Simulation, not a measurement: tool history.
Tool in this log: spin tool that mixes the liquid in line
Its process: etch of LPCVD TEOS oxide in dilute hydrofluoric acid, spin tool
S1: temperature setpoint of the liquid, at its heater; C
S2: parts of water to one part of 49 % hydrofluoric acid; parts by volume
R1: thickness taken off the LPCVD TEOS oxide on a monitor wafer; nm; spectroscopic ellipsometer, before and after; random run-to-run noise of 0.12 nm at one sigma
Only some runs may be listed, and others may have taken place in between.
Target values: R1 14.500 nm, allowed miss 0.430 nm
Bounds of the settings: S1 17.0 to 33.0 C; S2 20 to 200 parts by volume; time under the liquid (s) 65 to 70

Run 1, hour 0.0: S1 25.0 C, S2 110 parts by volume, time under the liquid (s) 65. Result: R1 10.856 nm.
Run 2, hour 4.5: S1 26.5 C, S2 110 parts by volume, time under the liquid (s) 65. Result: R1 11.605 nm.
Run 3, hour 8.1: S1 27.5 C, S2 110 parts by volume, time under the liquid (s) 65. Result: R1 12.243 nm.
Run 4, hour 10.3: S1 28.0 C, S2 110 parts by volume, time under the liquid (s) 65. Result: R1 12.424 nm.
Run 5, hour 14.7: S1 28.5 C, S2 110 parts by volume, time under the liquid (s) 65. Result: R1 12.553 nm.
Run 6, hour 23.7: S1 28.5 C, S2 110 parts by volume, time under the liquid (s) 65. Result: R1 12.728 nm.
Run 7, hour 25.7: S1 29.0 C, S2 110 parts by volume, time under the liquid (s) 65. Result: R1 12.858 nm.
Run 8, hour 26.6: S1 29.5 C, S2 110 parts by volume, time under the liquid (s) 65. Result: R1 13.140 nm.
Run 9, hour 34.6: S1 30.0 C, S2 110 parts by volume, time under the liquid (s) 65. Result: R1 13.221 nm.
Run 10, hour 38.6: S1 30.5 C, S2 110 parts by volume, time under the liquid (s) 65. Result: R1 13.594 nm.
Run 11, hour 39.8: S1 31.0 C, S2 110 parts by volume, time under the liquid (s) 65. Result: R1 13.817 nm.

Pick the move, out of 4, that brings all results within their allowed miss; only one does.
Run A, hour 41.0: S1 31.0 C, S2 125 parts by volume, time under the liquid (s) 70. Result: R1 ?.
Run B, hour 41.0: S1 29.0 C, S2 105 parts by volume, time under the liquid (s) 65. Result: R1 ?.
Run C, hour 41.0: S1 30.0 C, S2 110 parts by volume, time under the liquid (s) 70. Result: R1 ?.
Run D, hour 41.0: S1 30.0 C, S2 115 parts by volume, time under the liquid (s) 70. Result: R1 ?.

move      R1
   A  13.045
   B  13.766
   C  14.590
   D  13.859
A: further off than the last run
B: further off than the last run
C: hits every target within its allowed miss
D: closes in on the targets versus the last run, not all within tolerance yet
Go with C: it meets all targets.
